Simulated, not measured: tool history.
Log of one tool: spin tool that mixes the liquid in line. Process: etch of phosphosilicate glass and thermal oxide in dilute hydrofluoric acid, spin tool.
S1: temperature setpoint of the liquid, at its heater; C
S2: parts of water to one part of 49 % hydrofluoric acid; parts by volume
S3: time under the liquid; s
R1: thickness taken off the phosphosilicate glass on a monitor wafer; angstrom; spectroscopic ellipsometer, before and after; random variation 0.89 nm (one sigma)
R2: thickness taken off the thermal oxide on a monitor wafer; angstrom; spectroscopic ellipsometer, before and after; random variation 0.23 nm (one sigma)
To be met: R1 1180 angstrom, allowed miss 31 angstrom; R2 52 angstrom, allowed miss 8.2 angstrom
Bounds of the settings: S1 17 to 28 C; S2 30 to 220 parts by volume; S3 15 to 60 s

run 1 day=0 | S1=20 S2=125 S3=30 | R1=216.12 R2=9.8064
run 2 day=0.125 | S1=22.5 S2=95 S3=35 | R1=376.64 R2=17.055
run 3 day=0.254 | S1=26 S2=95 S3=35 | R1=439.04 R2=19.377
run 4 day=0.612 | S1=24.5 S2=95 S3=35 | R1=414.25 R2=17.214
run 5 day=0.75 | S1=25.5 S2=75 S3=40 | R1=639.25 R2=27.731
run 6 day=0.942 | S1=25.5 S2=55 S3=40 | R1=895.34 R2=38.773
run 7 day=0.992 | S1=26 S2=50 S3=40 | R1=1010 R2=47.513
run 8 day=1.158 | S1=27.5 S2=40 S3=40 | R1=1352.4 R2=58.841
run 9 day=1.492 | S1=27 S2=40 S3=40 | R1=1328.9 R2=59.801
run 10 day=1.662 | S1=26.5 S2=40 S3=40 | R1=1294.8 R2=51.729

5 next moves are on the table. One of them brings every result within its allowed miss. Which?
run A day=1.833 | S1=28 S2=60 S3=50 | R1=? R2=?
run B day=1.833 | S1=25 S2=35 S3=35 | R1=? R2=?
run C day=1.833 | S1=27.5 S2=35 S3=30 | R1=? R2=?
run D day=1.833 | S1=25.5 S2=40 S3=35 | R1=? R2=?
run E day=1.833 | S1=25.5 S2=35 S3=40 | R1=? R2=?

move=A R1=1113.7 R2=48.049
move=B R1=1226.3 R2=52.909
move=C R1=1164.5 R2=50.241
move=D R1=1087.8 R2=46.932
move=E R1=1430.7 R2=61.728
A: takes the result that was furthest off past its target
B: nearer than the last run, and not there yet
C: meets every target
D: takes the result that was furthest off past its target
E: further off than the last run
Answer: C

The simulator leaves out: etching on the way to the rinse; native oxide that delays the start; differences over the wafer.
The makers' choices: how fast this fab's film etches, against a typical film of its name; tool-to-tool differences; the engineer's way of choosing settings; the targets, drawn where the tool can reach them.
